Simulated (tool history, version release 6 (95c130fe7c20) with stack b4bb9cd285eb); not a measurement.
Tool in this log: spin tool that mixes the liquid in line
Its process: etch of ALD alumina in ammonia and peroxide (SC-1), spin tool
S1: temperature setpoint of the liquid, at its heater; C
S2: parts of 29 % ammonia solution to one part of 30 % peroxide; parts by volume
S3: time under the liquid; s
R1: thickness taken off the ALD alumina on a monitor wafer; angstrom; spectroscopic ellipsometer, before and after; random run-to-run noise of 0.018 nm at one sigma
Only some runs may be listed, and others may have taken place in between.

run,hour,S1,S2,S3,R1
1,0.0,50.0,0.45,260,81.483
2,7.2,50.0,0.55,260,83.048
3,10.3,48.5,0.50,260,75.529
4,18.8,48.5,0.50,260,75.270
5,27.4,54.0,0.50,260,102.420
6,31.7,52.0,0.45,260,90.311

Expected results for the next run?
7,34.4,50.5,0.40,260,?

{"run 7": {"R1": 82.633}}
